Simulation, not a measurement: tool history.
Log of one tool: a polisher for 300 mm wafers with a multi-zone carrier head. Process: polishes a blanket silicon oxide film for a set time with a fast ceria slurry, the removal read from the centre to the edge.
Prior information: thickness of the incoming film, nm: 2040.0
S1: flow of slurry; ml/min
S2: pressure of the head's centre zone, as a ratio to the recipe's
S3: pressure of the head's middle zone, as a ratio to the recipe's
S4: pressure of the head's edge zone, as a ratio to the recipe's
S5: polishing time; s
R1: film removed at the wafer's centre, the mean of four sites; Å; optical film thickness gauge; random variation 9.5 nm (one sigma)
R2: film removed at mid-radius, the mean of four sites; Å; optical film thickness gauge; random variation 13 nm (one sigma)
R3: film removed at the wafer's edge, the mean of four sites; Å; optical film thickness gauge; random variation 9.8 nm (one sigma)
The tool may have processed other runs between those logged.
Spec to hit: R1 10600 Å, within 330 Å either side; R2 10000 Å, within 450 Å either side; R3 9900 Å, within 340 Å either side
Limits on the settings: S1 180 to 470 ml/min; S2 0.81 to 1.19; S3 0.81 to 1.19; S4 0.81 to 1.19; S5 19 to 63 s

{"run": 1, "hour": 0.0, "S1": 300, "S2": 1, "S3": 1, "S4": 1, "S5": 41, "R1": 7668.9, "R2": 7383.7, "R3": 7644.6}
{"run": 2, "hour": 8.8, "S1": 300, "S2": 1, "S3": 1.08, "S4": 1, "S5": 41, "R1": 7698.1, "R2": 7845.6, "R3": 7434.8}
{"run": 3, "hour": 9.8, "S1": 300, "S2": 1, "S3": 1, "S4": 1, "S5": 41, "R1": 7503.5, "R2": 7214.4, "R3": 7589.4}
{"run": 4, "hour": 18.0, "S1": 305, "S2": 1.02, "S3": 1.03, "S4": 1.03, "S5": 44, "R1": 8310.2, "R2": 7984.1, "R3": 8274}
{"run": 5, "hour": 24.5, "S1": 305, "S2": 0.96, "S3": 1.03, "S4": 1.03, "S5": 44, "R1": 8080.8, "R2": 8005.2, "R3": 8217.5}
{"run": 6, "hour": 33.1, "S1": 305, "S2": 0.96, "S3": 1.03, "S4": 1.09, "S5": 44, "R1": 8063.5, "R2": 8116.9, "R3": 8477.4}
{"run": 7, "hour": 37.5, "S1": 315, "S2": 1.01, "S3": 1.05, "S4": 1.1, "S5": 46, "R1": 8675, "R2": 8616.4, "R3": 9008}
{"run": 8, "hour": 46.0, "S1": 320, "S2": 1.05, "S3": 1.07, "S4": 1.09, "S5": 47, "R1": 9190.7, "R2": 8829.4, "R3": 9155.1}
{"run": 9, "hour": 52.5, "S1": 325, "S2": 1.08, "S3": 1.1, "S4": 1.1, "S5": 48, "R1": 9543.7, "R2": 9265, "R3": 9242.3}

Which of these 5 next moves meets every target?
{"run": "A", "hour": 59.0, "S1": 355, "S2": 1.12, "S3": 1.02, "S4": 1.14, "S5": 54, "R1": "?", "R2": "?", "R3": "?"}
{"run": "B", "hour": 59.0, "S1": 280, "S2": 1.19, "S3": 1, "S4": 0.95, "S5": 50, "R1": "?", "R2": "?", "R3": "?"}
{"run": "C", "hour": 59.0, "S1": 330, "S2": 1.19, "S3": 1.16, "S4": 0.96, "S5": 49, "R1": "?", "R2": "?", "R3": "?"}
{"run": "D", "hour": 59.0, "S1": 400, "S2": 1.13, "S3": 1.1, "S4": 1.06, "S5": 51, "R1": "?", "R2": "?", "R3": "?"}
{"run": "E", "hour": 59.0, "S1": 335, "S2": 1.19, "S3": 0.9, "S4": 1.12, "S5": 54, "R1": "?", "R2": "?", "R3": "?"}

move=A R1=11163 R2=9747.9 R3=10856
move=B R1=10529 R2=8665.8 R3=9024.1
move=C R1=10529 R2=9807.7 R3=8986
move=D R1=10733 R2=9915.2 R3=9946.5
move=E R1=11601 R2=8728.6 R3=10732
A: takes the biggest miss from the last run beyond its target
B: brings the last run's worst result on target, with another outside its allowed miss
C: brings the last run's worst result on target, with another outside its allowed miss
D: meets every target
E: takes the biggest miss from the last run beyond its target
The move that meets every target is D.
